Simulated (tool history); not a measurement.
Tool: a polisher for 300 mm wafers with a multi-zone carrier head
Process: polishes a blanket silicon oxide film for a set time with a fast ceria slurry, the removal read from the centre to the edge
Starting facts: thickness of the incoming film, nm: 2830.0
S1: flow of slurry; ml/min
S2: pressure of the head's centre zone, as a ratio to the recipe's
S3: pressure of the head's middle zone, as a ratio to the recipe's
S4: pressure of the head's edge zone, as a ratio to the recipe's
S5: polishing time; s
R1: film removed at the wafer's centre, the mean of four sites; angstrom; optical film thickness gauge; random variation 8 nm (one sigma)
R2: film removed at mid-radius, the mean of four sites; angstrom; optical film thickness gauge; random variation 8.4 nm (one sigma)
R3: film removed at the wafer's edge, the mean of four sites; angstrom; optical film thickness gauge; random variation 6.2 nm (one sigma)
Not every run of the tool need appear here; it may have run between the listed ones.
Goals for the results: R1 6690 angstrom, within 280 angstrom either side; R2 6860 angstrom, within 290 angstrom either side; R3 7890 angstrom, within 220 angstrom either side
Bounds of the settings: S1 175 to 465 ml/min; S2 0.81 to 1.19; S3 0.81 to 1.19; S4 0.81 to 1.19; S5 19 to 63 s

run,hour,S1,S2,S3,S4,S5,R1,R2,R3
1,0,295,1,1,1,41,6019.7,6003,6006.8
2,6.6,300,0.98,0.99,1.05,43,6163.6,6289.4,6454.7
3,9.7,300,0.98,0.99,0.97,43,6217.5,6328.5,6150.1
4,14.3,300,0.98,0.99,0.97,51,7207.5,7469.2,7360.9
5,18.7,300,0.98,0.99,1.01,51,7363.9,7512.3,7500
6,26.9,300,0.94,0.99,1.01,51,7073.3,7520.6,7489
7,34.8,300,0.94,0.99,1.01,51,7025.4,7535.9,7467.4
8,37.4,290,0.93,0.96,1.05,51,6971.3,6989.3,7605.9
9,37.9,285,0.91,0.96,1.07,51,6778.1,7187,7595.8

Pick the move, out of 5, that brings all results within their allowed miss; only one does.
A,38.4,195,0.87,0.87,1.19,55,?,?,?
B,38.4,275,0.86,0.86,1.11,54,?,?,?
C,38.4,295,0.87,0.89,1.02,57,?,?,?
D,38.4,270,0.94,1.02,0.96,51,?,?,?
E,38.4,175,0.89,0.89,1.06,55,?,?,?

move,R1,R2,R3
A,6693.9,6940.6,8471.4
B,6726.3,6967.4,8218.5
C,7230.5,7610,8350.8
D,6944.8,7575,7204.2
E,6766.6,6995.2,7917.5
A: pushes the last run's worst result past its target
B: pushes the last run's worst result past its target
C: pushes the last run's worst result past its target
D: lands further from the targets than the last run did
E: meets every target
E is the move that brings every result within its allowed miss.

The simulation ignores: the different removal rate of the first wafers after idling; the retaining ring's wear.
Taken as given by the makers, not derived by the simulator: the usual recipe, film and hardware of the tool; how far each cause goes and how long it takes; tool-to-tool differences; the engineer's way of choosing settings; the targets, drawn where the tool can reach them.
